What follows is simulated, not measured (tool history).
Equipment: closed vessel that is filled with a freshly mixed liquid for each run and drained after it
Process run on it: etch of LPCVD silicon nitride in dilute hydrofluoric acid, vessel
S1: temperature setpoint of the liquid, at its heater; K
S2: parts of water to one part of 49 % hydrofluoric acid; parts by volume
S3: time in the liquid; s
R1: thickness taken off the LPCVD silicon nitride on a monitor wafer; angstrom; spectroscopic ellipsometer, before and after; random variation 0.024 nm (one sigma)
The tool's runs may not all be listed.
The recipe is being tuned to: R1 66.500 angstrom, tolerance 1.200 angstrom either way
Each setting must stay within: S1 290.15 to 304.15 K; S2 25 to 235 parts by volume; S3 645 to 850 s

Run 1, hour 0.0: S1 296.15 K, S2 130 parts by volume, S3 850 s. Result: R1 28.478 angstrom.
Run 2, hour 3.1: S1 296.15 K, S2 165 parts by volume, S3 850 s. Result: R1 22.682 angstrom.
Run 3, hour 8.3: S1 296.15 K, S2 165 parts by volume, S3 850 s. Result: R1 22.708 angstrom.
Run 4, hour 9.0: S1 297.15 K, S2 155 parts by volume, S3 850 s. Result: R1 25.518 angstrom.
Run 5, hour 11.4: S1 294.15 K, S2 155 parts by volume, S3 850 s. Result: R1 21.015 angstrom.
Run 6, hour 15.9: S1 292.15 K, S2 155 parts by volume, S3 850 s. Result: R1 18.379 angstrom.
Run 7, hour 21.4: S1 293.65 K, S2 150 parts by volume, S3 850 s. Result: R1 21.079 angstrom.
Run 8, hour 23.7: S1 294.65 K, S2 145 parts by volume, S3 850 s. Result: R1 23.367 angstrom.
Run 9, hour 29.9: S1 295.65 K, S2 140 parts by volume, S3 850 s. Result: R1 25.685 angstrom.
Run 10, hour 36.9: S1 296.65 K, S2 135 parts by volume, S3 850 s. Result: R1 28.432 angstrom.
Run 11, hour 43.4: S1 297.65 K, S2 130 parts by volume, S3 850 s. Result: R1 31.467 angstrom.

Next run, 5 choices. One meets every target within its allowed miss, the rest don't. Which?
Run A, hour 49.9: S1 297.15 K, S2 70 parts by volume, S3 850 s. Result: R1 ?.
Run B, hour 49.9: S1 295.65 K, S2 190 parts by volume, S3 680 s. Result: R1 ?.
Run C, hour 49.9: S1 291.15 K, S2 120 parts by volume, S3 645 s. Result: R1 ?.
Run D, hour 49.9: S1 300.65 K, S2 75 parts by volume, S3 850 s. Result: R1 ?.
Run E, hour 49.9: S1 294.15 K, S2 205 parts by volume, S3 745 s. Result: R1 ?.

move      R1
   A  56.024
   B  15.188
   C  16.713
   D  65.890
   E  14.019
A: nearer than the last run, and not there yet
B: further off than the last run
C: further off than the last run
D: every result lands within tolerance
E: further off than the last run
Go with D: it meets all targets.
